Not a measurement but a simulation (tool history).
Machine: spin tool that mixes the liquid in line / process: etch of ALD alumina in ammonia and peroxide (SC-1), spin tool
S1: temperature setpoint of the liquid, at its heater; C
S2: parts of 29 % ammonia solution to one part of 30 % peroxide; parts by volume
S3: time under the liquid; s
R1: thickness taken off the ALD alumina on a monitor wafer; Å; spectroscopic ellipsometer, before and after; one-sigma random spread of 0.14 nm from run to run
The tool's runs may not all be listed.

{"run": 1, "day": 0.0, "S1": 61.0, "S2": 0.6, "S3": 265, "R1": 271.33}
{"run": 2, "day": 0.238, "S1": 61.0, "S2": 0.6, "S3": 265, "R1": 270.51}
{"run": 3, "day": 0.442, "S1": 58.5, "S2": 0.6, "S3": 265, "R1": 236.55}
{"run": 4, "day": 0.642, "S1": 58.0, "S2": 0.6, "S3": 265, "R1": 233.53}
{"run": 5, "day": 0.95, "S1": 58.0, "S2": 0.8, "S3": 265, "R1": 236.94}
{"run": 6, "day": 1.154, "S1": 58.0, "S2": 0.65, "S3": 265, "R1": 234.38}
{"run": 7, "day": 1.212, "S1": 57.5, "S2": 0.65, "S3": 265, "R1": 225.98}

What does the tool deliver on the next run?
{"run": 8, "day": 1.362, "S1": 57.0, "S2": 0.65, "S3": 265, "R1": "?"}

Run 8 yielded R1 219.20 Å.
